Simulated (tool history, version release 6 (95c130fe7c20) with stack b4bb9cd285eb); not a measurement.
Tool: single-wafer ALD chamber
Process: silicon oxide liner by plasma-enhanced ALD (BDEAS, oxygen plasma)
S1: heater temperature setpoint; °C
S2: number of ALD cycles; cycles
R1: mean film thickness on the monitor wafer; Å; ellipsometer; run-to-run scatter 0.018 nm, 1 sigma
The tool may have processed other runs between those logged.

Run 1, hour 0: S1 320 °C, S2 77 cycles. Result: R1 67.147 Å.
Run 2, hour 4.2: S1 321 °C, S2 72 cycles. Result: R1 62.641 Å.
Run 3, hour 10.9: S1 321 °C, S2 68 cycles. Result: R1 59.175 Å.
Run 4, hour 11.9: S1 312 °C, S2 68 cycles. Result: R1 59.88 Å.
Run 5, hour 16.6: S1 312 °C, S2 65 cycles. Result: R1 57.141 Å.
Run 6, hour 23.8: S1 312 °C, S2 63 cycles. Result: R1 55.627 Å.
At hour 25.1: thermocouple changed; heater temperature recalibrated.
Run 7, hour 25.1: S1 312 °C, S2 61 cycles. Result: R1 54.354 Å.

Predict the results of run 8:
Run 8, hour 28.2: S1 315 °C, S2 52 cycles. Result: R1 ?.

{"run 8": {"R1": 45.824}}
